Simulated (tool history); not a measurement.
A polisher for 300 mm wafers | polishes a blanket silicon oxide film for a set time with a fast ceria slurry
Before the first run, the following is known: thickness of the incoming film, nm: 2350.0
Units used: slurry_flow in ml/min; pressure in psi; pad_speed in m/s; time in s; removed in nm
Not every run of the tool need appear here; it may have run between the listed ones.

{"run": 1, "hour": 0.0, "slurry_flow": 180, "pressure": 3.3, "pad_speed": 0.94, "time": 28, "removed": 503.24}
{"run": 2, "hour": 9.0, "slurry_flow": 205, "pressure": 3.3, "pad_speed": 0.94, "time": 28, "removed": 512.7}
{"run": 3, "hour": 9.7, "slurry_flow": 210, "pressure": 3.7, "pad_speed": 0.94, "time": 28, "removed": 550.63}
{"run": 4, "hour": 14.8, "slurry_flow": 210, "pressure": 4.3, "pad_speed": 0.94, "time": 28, "removed": 618.33}
{"run": 5, "hour": 20.3, "slurry_flow": 180, "pressure": 4.3, "pad_speed": 0.94, "time": 28, "removed": 606.63}
{"hour": 21.5, "done": "worn pad replaced by a new one"}
{"run": 6, "hour": 21.5, "slurry_flow": 185, "pressure": 4.5, "pad_speed": 0.98, "time": 28, "removed": 714.62}
{"run": 7, "hour": 23.5, "slurry_flow": 185, "pressure": 4.7, "pad_speed": 0.98, "time": 28, "removed": 739.43}
{"run": 8, "hour": 24.0, "slurry_flow": 185, "pressure": 4.8, "pad_speed": 1.0, "time": 28, "removed": 749.33}

Forecast run 9:
{"run": 9, "hour": 29.7, "slurry_flow": 185, "pressure": 4.9, "pad_speed": 1.02, "time": 28, "removed": "?"}

{"run 9": {"removed": 774.78}}
